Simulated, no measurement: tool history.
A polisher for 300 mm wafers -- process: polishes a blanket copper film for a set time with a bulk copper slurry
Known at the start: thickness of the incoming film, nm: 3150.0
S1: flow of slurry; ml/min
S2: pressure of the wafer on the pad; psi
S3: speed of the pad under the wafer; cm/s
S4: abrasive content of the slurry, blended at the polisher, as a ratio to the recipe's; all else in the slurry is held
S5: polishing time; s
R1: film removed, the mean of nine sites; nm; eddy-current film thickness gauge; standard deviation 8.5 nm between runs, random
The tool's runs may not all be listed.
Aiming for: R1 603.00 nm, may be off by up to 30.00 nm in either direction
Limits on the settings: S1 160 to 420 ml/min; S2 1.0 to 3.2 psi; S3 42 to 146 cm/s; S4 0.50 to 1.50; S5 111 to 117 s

| run | hour | S1 | S2 | S3 | S4 | S5 | R1 |
|---|---|---|---|---|---|---|---|
| 1 | 0.0 | 270 | 2.1 | 94 | 1.00 | 111 | 878.36 |
| 2 | 6.3 | 270 | 2.1 | 94 | 1.00 | 111 | 847.97 |
| 3 | 9.8 | 270 | 2.1 | 116 | 1.00 | 111 | 1071.10 |
| 4 | 11.2 | 270 | 2.1 | 116 | 1.00 | 111 | 1059.90 |
| 5 | 15.6 | 270 | 2.1 | 116 | 1.00 | 111 | 1074.40 |
| 6 | 17.2 | 270 | 2.1 | 116 | 1.00 | 111 | 1054.20 |
| 7 | 26.1 | 270 | 1.9 | 114 | 1.00 | 111 | 954.60 |
| 8 | 34.2 | 270 | 1.7 | 112 | 1.00 | 111 | 871.82 |
| 9 | 39.4 | 270 | 1.6 | 110 | 1.00 | 111 | 816.08 |
| 10 | 45.5 | 270 | 1.5 | 108 | 1.00 | 111 | 745.51 |

Of the 4 settings listed for the next run, only one would bring every result within its allowed miss of target. Which one?
| A | 51.6 | 300 | 1.5 | 132 | 1.10 | 114 | ? |
| B | 51.6 | 235 | 1.1 | 112 | 1.05 | 111 | ? |
| C | 51.6 | 245 | 1.9 | 106 | 1.05 | 111 | ? |
| D | 51.6 | 280 | 1.4 | 74 | 0.85 | 117 | ? |

| move | R1 |
|---|---|
| A | 976.62 |
| B | 621.54 |
| C | 897.69 |
| D | 515.57 |
A: its largest miss is bigger than the last run's
B: every result lands within tolerance
C: its largest miss is bigger than the last run's
D: takes the biggest miss from the last run beyond its target
So the answer is move B, the one that meets all the targets.

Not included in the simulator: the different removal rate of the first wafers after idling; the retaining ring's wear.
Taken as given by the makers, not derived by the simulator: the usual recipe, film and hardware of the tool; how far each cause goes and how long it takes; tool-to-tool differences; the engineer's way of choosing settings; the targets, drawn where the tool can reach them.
